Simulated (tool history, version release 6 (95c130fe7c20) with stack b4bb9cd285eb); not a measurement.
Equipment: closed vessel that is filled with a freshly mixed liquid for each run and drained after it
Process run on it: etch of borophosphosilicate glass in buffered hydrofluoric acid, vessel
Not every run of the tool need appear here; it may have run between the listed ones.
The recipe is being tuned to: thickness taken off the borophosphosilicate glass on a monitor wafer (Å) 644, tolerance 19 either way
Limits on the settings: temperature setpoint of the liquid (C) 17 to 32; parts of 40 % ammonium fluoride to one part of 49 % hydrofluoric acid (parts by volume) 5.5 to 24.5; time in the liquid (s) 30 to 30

run,hour,temperature setpoint of the liquid (C),parts of 40 % ammonium fluoride to one part of 49 % hydrofluoric acid (parts by volume),time in the liquid (s),thickness taken off the borophosphosilicate glass on a monitor wafer (Å)
1,0,24,15,30,594.73
2,4.3,24,12,30,748.97
3,13.2,22.5,12,30,694.15
4,16.4,25.5,12,30,810.35
5,22.2,24,12,30,746.95
6,24.7,24,9,30,959.01
7,30.9,22,9,30,877.1
8,32.5,20.5,9.5,30,774.61
9,41.2,19.5,9.5,30,715.53
# hour 45.7: thermometer replaced
10,45.7,17.5,9.5,30,589.21
11,52.3,18,9.5,30,614.1

Of the 4 settings listed for the next run, only one would bring every result within its allowed miss of target. Which one?
A,58.9,17,9,30,?
B,58.9,19.5,9,30,?
C,58.9,17,8,30,?
D,58.9,17,8.5,30,?

move,thickness taken off the borophosphosilicate glass on a monitor wafer (Å)
A,608.41
B,699.52
C,692.48
D,647.87
A: further off than the last run
B: takes the biggest miss from the last run beyond its target
C: takes the biggest miss from the last run beyond its target
D: meets every target
Move D is the one to make.
